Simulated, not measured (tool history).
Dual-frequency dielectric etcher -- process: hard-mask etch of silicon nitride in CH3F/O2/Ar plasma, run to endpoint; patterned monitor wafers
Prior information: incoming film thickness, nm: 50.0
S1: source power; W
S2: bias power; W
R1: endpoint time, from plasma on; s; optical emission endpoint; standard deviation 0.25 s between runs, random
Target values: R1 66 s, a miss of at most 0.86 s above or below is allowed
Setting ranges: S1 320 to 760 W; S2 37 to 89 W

{"run": 1, "hour": 0.0, "S1": 540, "S2": 63, "R1": 63.181}
{"run": 2, "hour": 3.0, "S1": 630, "S2": 63, "R1": 60.044}
{"run": 3, "hour": 8.1, "S1": 610, "S2": 63, "R1": 61.098}
{"run": 4, "hour": 15.6, "S1": 610, "S2": 72, "R1": 58.345}
{"run": 5, "hour": 24.2, "S1": 680, "S2": 72, "R1": 55.985}
{"run": 6, "hour": 29.6, "S1": 650, "S2": 72, "R1": 56.994}
{"run": 7, "hour": 37.5, "S1": 630, "S2": 72, "R1": 57.603}
{"run": 8, "hour": 42.9, "S1": 610, "S2": 72, "R1": 58.072}
{"hour": 51.6, "done": "source power generator calibrated"}
{"run": 9, "hour": 51.6, "S1": 590, "S2": 72, "R1": 58.367}
{"run": 10, "hour": 59.3, "S1": 570, "S2": 72, "R1": 58.982}
{"run": 11, "hour": 63.1, "S1": 550, "S2": 72, "R1": 59.383}

Pick the move, out of 4, that brings all results within their allowed miss; only one does.
{"run": "A", "hour": 66.9, "S1": 540, "S2": 57, "R1": "?"}
{"run": "B", "hour": 66.9, "S1": 510, "S2": 62, "R1": "?"}
{"run": "C", "hour": 66.9, "S1": 400, "S2": 74, "R1": "?"}
{"run": "D", "hour": 66.9, "S1": 440, "S2": 59, "R1": "?"}

move=A R1=64.205
move=B R1=63.844
move=C R1=65.602
move=D R1=68.319
A: nearer the targets than the last run, but a result is still out of spec
B: nearer the targets than the last run, but a result is still out of spec
C: every result within its allowed miss
D: moves the result that the last run missed by most past its target, out the other side
C is the move that brings every result within its allowed miss.
